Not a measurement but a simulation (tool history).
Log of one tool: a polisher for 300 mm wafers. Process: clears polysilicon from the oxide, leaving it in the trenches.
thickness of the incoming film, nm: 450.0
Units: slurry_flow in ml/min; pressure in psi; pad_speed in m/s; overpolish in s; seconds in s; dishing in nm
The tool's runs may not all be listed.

run,day,slurry_flow,pressure,pad_speed,overpolish,seconds,dishing
1,0.000,125,2.3,0.92,23,38.114,77.788
2,0.250,120,2.3,0.92,20,38.567,75.889
3,0.292,120,2.3,0.92,14,38.501,67.878
4,0.517,120,1.9,0.92,14,45.935,64.886
5,0.829,125,1.8,0.96,13,46.616,62.036
6,1.017,135,1.7,1.00,12,46.680,58.773
7,1.292,145,1.7,1.02,11,44.838,58.668
8,1.471,155,1.6,1.06,10,46.090,54.232
9,1.825,160,1.6,1.08,9,44.902,51.369
10,1.962,165,1.6,1.08,9,44.597,53.360

Forecast run 11:
11,1.996,165,1.6,1.08,9,?,?

seconds: 44.409 s
dishing: 50.797 nm
